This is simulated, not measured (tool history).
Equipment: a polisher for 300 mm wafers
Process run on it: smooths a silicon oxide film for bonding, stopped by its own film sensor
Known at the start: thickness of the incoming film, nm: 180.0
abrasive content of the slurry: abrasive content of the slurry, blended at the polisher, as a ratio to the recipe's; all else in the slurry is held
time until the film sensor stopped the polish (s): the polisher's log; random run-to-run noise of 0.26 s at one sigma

run  hour  flow of slurry (ml/min)  pressure of the wafer on the pad (psi)  speed of the pad under the wafer (cm/s)  abrasive content of the slurry  target thickness at which the film sensor stops the polish (nm)  time until the film sensor stopped the polish (s)
  1   0.0                      210                                     2.0                                       88                             1.0                                                              160                                             33.801
  2   4.2                      210                                     2.0                                       88                             1.2                                                              160                                             31.730
  3   5.0                      210                                     2.1                                       88                             1.2                                                              160                                             30.132
  4  10.3                      210                                     2.1                                       88                             1.1                                                              160                                             31.106
  5  12.2                      210                                     2.1                                       88                             1.0                                                              160                                             32.664
  6  14.3                      210                                     2.2                                       90                             1.0                                                              160                                             30.445
  7  17.9                      210                                     2.3                                       90                             1.0                                                              160                                             29.480
  8  21.9                      210                                     2.9                                      100                             1.0                                                              160                                             20.996

Run 9, settings as shown, results not yet in. Your forecast:
  9  27.4                      210                                     3.0                                      100                             1.0                                                              160                                                  ?

time until the film sensor stopped the polish (s): 21.249
